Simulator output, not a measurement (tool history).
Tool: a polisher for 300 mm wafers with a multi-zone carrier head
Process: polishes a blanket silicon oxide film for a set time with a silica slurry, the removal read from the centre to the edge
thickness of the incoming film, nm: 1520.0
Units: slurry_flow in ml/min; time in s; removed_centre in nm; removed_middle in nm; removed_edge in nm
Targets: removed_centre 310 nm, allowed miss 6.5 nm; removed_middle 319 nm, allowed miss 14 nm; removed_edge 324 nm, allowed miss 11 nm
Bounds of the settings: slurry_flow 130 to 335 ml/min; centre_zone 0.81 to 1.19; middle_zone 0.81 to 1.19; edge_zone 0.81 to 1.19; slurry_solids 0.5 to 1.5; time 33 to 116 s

{"run": 1, "hour": 0.0, "slurry_flow": 215, "centre_zone": 1, "middle_zone": 1, "edge_zone": 1, "slurry_solids": 1, "time": 74, "removed_centre": 209.43, "removed_middle": 207.75, "removed_edge": 211.69}
{"run": 2, "hour": 3.7, "slurry_flow": 220, "centre_zone": 1.01, "middle_zone": 1.03, "edge_zone": 1.05, "slurry_solids": 1.15, "time": 76, "removed_centre": 229.33, "removed_middle": 234.5, "removed_edge": 234.74}
{"run": 3, "hour": 9.2, "slurry_flow": 270, "centre_zone": 1.01, "middle_zone": 1.03, "edge_zone": 1.05, "slurry_solids": 1.15, "time": 76, "removed_centre": 233.82, "removed_middle": 234.72, "removed_edge": 238.26}
{"run": 4, "hour": 18.0, "slurry_flow": 270, "centre_zone": 0.94, "middle_zone": 1.03, "edge_zone": 1.05, "slurry_solids": 1.15, "time": 76, "removed_centre": 217.57, "removed_middle": 235.22, "removed_edge": 238.63}
{"run": 5, "hour": 20.1, "slurry_flow": 265, "centre_zone": 0.97, "middle_zone": 1.04, "edge_zone": 1.07, "slurry_solids": 1.25, "time": 79, "removed_centre": 240.05, "removed_middle": 248.78, "removed_edge": 255.27}
{"run": 6, "hour": 20.7, "slurry_flow": 265, "centre_zone": 0.98, "middle_zone": 1.06, "edge_zone": 1.09, "slurry_solids": 1.3, "time": 82, "removed_centre": 256.31, "removed_middle": 267.81, "removed_edge": 266.8}
{"hour": 23.4, "done": "worn pad replaced by a new one"}
{"run": 7, "hour": 23.4, "slurry_flow": 285, "centre_zone": 0.98, "middle_zone": 1.03, "edge_zone": 1.14, "slurry_solids": 1.5, "time": 91, "removed_centre": 327.58, "removed_middle": 340.51, "removed_edge": 352.54}
{"run": 8, "hour": 24.6, "slurry_flow": 270, "centre_zone": 0.98, "middle_zone": 1.03, "edge_zone": 1.12, "slurry_solids": 1.5, "time": 91, "removed_centre": 325.06, "removed_middle": 333.86, "removed_edge": 348}
{"run": 9, "hour": 27.6, "slurry_flow": 260, "centre_zone": 0.98, "middle_zone": 1.03, "edge_zone": 1.1, "slurry_solids": 1.5, "time": 91, "removed_centre": 322.87, "removed_middle": 345.77, "removed_edge": 341.59}
{"run": 10, "hour": 28.4, "slurry_flow": 235, "centre_zone": 0.98, "middle_zone": 0.94, "edge_zone": 1.07, "slurry_solids": 1.45, "time": 91, "removed_centre": 314.32, "removed_middle": 303.2, "removed_edge": 333.65}

5 next moves are on the table. One of them brings every result within its allowed miss. Which?
{"run": "A", "hour": 29.2, "slurry_flow": 230, "centre_zone": 0.94, "middle_zone": 0.97, "edge_zone": 0.91, "slurry_solids": 1.35, "time": 96, "removed_centre": "?", "removed_middle": "?", "removed_edge": "?"}
{"run": "B", "hour": 29.2, "slurry_flow": 225, "centre_zone": 0.93, "middle_zone": 0.92, "edge_zone": 1.05, "slurry_solids": 1.45, "time": 96, "removed_centre": "?", "removed_middle": "?", "removed_edge": "?"}
{"run": "C", "hour": 29.2, "slurry_flow": 260, "centre_zone": 1.02, "middle_zone": 1.04, "edge_zone": 1.09, "slurry_solids": 1.5, "time": 78, "removed_centre": "?", "removed_middle": "?", "removed_edge": "?"}
{"run": "D", "hour": 29.2, "slurry_flow": 215, "centre_zone": 1.04, "middle_zone": 1.01, "edge_zone": 1.16, "slurry_solids": 1.15, "time": 88, "removed_centre": "?", "removed_middle": "?", "removed_edge": "?"}
{"run": "E", "hour": 29.2, "slurry_flow": 210, "centre_zone": 0.94, "middle_zone": 1, "edge_zone": 1.01, "slurry_solids": 1.45, "time": 91, "removed_centre": "?", "removed_middle": "?", "removed_edge": "?"}

move=A removed_centre=315.05 removed_middle=322.41 removed_edge=324.06
move=B removed_centre=317.53 removed_middle=314.44 removed_edge=347.35
move=C removed_centre=292.39 removed_middle=291.44 removed_edge=292.67
move=D removed_centre=300.5 removed_middle=287.37 removed_edge=304.81
move=E removed_centre=301.02 removed_middle=316.45 removed_edge=322.03
A: meets every target
B: brings the result that was furthest off to its target, and leaves another outside
C: further off than the last run
D: further off than the last run
E: brings the result that was furthest off to its target, and leaves another outside
The right move is A.

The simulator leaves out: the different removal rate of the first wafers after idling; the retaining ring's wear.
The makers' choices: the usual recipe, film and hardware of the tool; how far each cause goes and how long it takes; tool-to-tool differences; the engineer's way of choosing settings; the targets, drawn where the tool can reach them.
